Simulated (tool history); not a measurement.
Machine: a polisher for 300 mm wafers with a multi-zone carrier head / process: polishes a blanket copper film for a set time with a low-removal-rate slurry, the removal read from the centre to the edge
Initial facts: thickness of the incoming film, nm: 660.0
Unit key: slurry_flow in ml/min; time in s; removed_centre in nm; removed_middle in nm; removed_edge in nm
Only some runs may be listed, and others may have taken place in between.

run 1 day=0.000 | slurry_flow=215 centre_zone=1.00 middle_zone=1.00 edge_zone=1.00 slurry_solids=1.00 time=42 | removed_centre=184.12 removed_middle=179.91 removed_edge=172.68
run 2 day=0.212 | slurry_flow=215 centre_zone=1.01 middle_zone=0.99 edge_zone=1.03 slurry_solids=1.10 time=44 | removed_centre=200.05 removed_middle=187.32 removed_edge=188.31
run 3 day=0.483 | slurry_flow=220 centre_zone=1.02 middle_zone=0.99 edge_zone=1.06 slurry_solids=1.20 time=45 | removed_centre=208.79 removed_middle=194.86 removed_edge=199.16
run 4 day=0.633 | slurry_flow=225 centre_zone=1.03 middle_zone=0.99 edge_zone=1.08 slurry_solids=1.25 time=46 | removed_centre=215.56 removed_middle=200.78 removed_edge=205.28
run 5 day=0.933 | slurry_flow=220 centre_zone=1.04 middle_zone=0.98 edge_zone=1.10 slurry_solids=1.30 time=47 | removed_centre=226.64 removed_middle=207.30 removed_edge=208.49
run 6 day=1.100 | slurry_flow=220 centre_zone=1.04 middle_zone=0.98 edge_zone=1.05 slurry_solids=1.30 time=47 | removed_centre=226.12 removed_middle=204.15 removed_edge=210.62
run 7 day=1.346 | slurry_flow=230 centre_zone=1.04 middle_zone=0.97 edge_zone=1.05 slurry_solids=1.35 time=48 | removed_centre=231.86 removed_middle=211.45 removed_edge=213.56
run 8 day=1.483 | slurry_flow=215 centre_zone=1.04 middle_zone=0.96 edge_zone=1.07 slurry_solids=1.40 time=49 | removed_centre=236.53 removed_middle=213.46 removed_edge=226.92

The next listed run, before its measurement:
run 9 day=1.746 | slurry_flow=270 centre_zone=1.09 middle_zone=0.96 edge_zone=1.17 slurry_solids=1.50 time=50 | removed_centre=? removed_middle=? removed_edge=?

{"run 9": {"removed_centre": 263.69, "removed_middle": 227.0, "removed_edge": 251.99}}

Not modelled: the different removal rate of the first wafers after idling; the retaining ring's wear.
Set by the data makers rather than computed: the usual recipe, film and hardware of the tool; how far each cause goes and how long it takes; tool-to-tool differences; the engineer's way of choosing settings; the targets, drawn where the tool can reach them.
